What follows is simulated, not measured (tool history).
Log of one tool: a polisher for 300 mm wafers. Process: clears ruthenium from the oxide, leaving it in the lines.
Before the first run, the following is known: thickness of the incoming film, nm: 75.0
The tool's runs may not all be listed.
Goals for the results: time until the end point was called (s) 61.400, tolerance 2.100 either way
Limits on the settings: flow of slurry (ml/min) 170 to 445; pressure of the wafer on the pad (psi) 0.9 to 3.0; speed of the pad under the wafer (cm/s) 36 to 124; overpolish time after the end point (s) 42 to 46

run	hour	flow of slurry (ml/min)	pressure of the wafer on the pad (psi)	speed of the pad under the wafer (cm/s)	overpolish time after the end point (s)	time until the end point was called (s)
1	0.0	285	1.9	80	42	84.676
2	3.7	285	2.0	80	42	79.755
3	12.6	285	2.1	80	42	77.033
4	18.9	285	2.2	80	42	73.137
5	23.5	285	2.3	80	42	72.841
6	26.9	285	2.3	70	42	78.780
7	27.7	285	2.4	70	42	77.482
8	29.7	285	2.5	70	42	74.865
9	36.2	285	2.6	70	42	72.552
10	42.4	285	2.7	70	42	69.230
11	46.6	285	2.8	70	42	68.032

Pick the move, out of 4, that brings all results within their allowed miss; only one does.
A	50.8	175	2.9	82	42	?
B	50.8	295	3.0	68	46	?
C	50.8	275	2.6	58	42	?
D	50.8	275	2.9	86	42	?

move	time until the end point was called (s)
A	61.473
B	65.451
C	83.210
D	56.293
A: meets every target
B: an improvement on the last run, though not all results are within tolerance
C: lands further from the targets than the last run did
D: takes the result that was furthest off past its target
Go with A: it meets all targets.
